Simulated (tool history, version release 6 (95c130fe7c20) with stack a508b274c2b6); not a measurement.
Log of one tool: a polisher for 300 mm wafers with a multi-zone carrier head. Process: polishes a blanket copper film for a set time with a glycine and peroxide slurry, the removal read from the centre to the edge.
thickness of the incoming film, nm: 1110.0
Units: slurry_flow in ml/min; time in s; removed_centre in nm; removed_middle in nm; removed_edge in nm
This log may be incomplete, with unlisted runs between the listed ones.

run,hour,slurry_flow,centre_zone,middle_zone,edge_zone,time,removed_centre,removed_middle,removed_edge
1,0.0,135,1.00,1.00,1.00,42,295.30,304.61,295.60
2,0.8,135,1.00,0.93,1.00,42,292.89,280.14,293.39
3,5.5,135,0.96,0.93,1.00,42,287.35,284.86,297.78
4,8.8,135,1.01,0.93,1.00,42,298.13,283.58,295.44
5,14.2,135,1.01,0.97,1.00,42,298.07,288.52,294.97
6,20.0,135,1.01,0.97,1.09,42,299.15,290.41,306.70
7,20.6,125,1.01,0.94,1.04,40,278.63,269.57,285.03
8,25.9,125,1.01,0.92,1.01,38,265.75,250.55,265.82

Predict the results of run 9:
9,34.0,120,1.01,0.90,0.98,37,?,?,?

Run 9 produced removed_centre 255.22 nm, removed_middle 236.51 nm, removed_edge 253.10 nm.

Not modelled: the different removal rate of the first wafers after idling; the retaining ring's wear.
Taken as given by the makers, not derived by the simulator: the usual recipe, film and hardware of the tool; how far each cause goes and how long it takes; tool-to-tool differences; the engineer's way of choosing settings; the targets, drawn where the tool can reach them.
